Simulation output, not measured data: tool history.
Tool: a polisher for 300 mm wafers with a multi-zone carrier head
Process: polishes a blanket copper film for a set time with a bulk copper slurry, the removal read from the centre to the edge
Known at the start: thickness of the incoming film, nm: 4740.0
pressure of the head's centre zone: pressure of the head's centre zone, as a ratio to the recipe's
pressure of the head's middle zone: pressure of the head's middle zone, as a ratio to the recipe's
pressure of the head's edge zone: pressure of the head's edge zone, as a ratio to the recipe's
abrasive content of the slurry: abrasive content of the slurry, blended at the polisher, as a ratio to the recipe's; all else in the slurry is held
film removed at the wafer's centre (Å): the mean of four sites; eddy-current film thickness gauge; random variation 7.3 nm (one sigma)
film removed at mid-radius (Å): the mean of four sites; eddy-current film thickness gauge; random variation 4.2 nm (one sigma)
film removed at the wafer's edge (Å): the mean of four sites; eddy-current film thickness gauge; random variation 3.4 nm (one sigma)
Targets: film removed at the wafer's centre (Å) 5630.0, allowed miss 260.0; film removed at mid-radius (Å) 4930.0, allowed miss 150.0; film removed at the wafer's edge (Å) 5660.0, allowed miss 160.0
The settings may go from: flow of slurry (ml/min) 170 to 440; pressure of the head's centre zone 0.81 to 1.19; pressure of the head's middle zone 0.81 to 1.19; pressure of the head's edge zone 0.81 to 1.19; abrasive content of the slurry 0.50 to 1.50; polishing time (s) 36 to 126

run  hour  flow of slurry (ml/min)  pressure of the head's centre zone  pressure of the head's middle zone  pressure of the head's edge zone  abrasive content of the slurry  polishing time (s)  film removed at the wafer's centre (Å)  film removed at mid-radius (Å)  film removed at the wafer's edge (Å)
  1   0.0                      280                                1.00                                1.00                              1.00                            1.00                  81                                  7353.7                          7333.0                                7399.2
  2   1.8                      270                                0.99                                0.94                              0.98                            0.85                  78                                  6668.5                          6531.5                                6752.7
  3   9.8                      270                                0.99                                1.01                              0.98                            0.85                  78                                  6762.1                          6914.0                                6793.5
  4  12.9                      270                                0.99                                0.94                              0.98                            0.85                  78                                  6971.6                          6553.5                                6764.4
  5  21.5                      260                                0.97                                0.90                              1.00                            0.75                  75                                  6293.3                          6022.6                                6351.9
  6  22.3                      250                                0.98                                0.87                              1.03                            0.70                  73                                  6145.7                          5429.4                                6259.4
  7  24.8                      240                                0.97                                0.85                              1.02                            0.65                  73                                  5884.5                          5343.2                                6044.6
  8  29.1                      230                                0.97                                0.84                              1.01                            0.60                  73                                  5820.0                          5237.4                                5918.6

5 next moves are on the table. One of them brings every result within its allowed miss. Which?
  A  33.4                      245                                1.07                                0.83                              0.95                            0.55                  72                                       ?                               ?                                     ?
  B  33.4                      170                                0.93                                0.81                              1.08                            0.50                  80                                       ?                               ?                                     ?
  C  33.4                      230                                1.07                                0.87                              0.94                            0.55                  72                                       ?                               ?                                     ?
  D  33.4                      220                                0.98                                0.83                              0.99                            0.65                  70                                       ?                               ?                                     ?
  E  33.4                      255                                1.09                                0.82                              0.88                            0.50                  76                                       ?                               ?                                     ?

move  film removed at the wafer's centre (Å)  film removed at mid-radius (Å)  film removed at the wafer's edge (Å)
   A                                  6161.4                          5024.1                                5565.6
   B                                  5454.8                          5075.1                                6178.7
   C                                  6104.6                          5147.8                                5499.8
   D                                  5579.8                          4981.0                                5646.1
   E                                  6536.7                          5185.4                                5585.1
A: brings the result that was furthest off to its target, and leaves another outside
B: brings the result that was furthest off to its target, and leaves another outside
C: nearer than the last run, and not there yet
D: meets every target
E: further off than the last run
Move D is the one to make.

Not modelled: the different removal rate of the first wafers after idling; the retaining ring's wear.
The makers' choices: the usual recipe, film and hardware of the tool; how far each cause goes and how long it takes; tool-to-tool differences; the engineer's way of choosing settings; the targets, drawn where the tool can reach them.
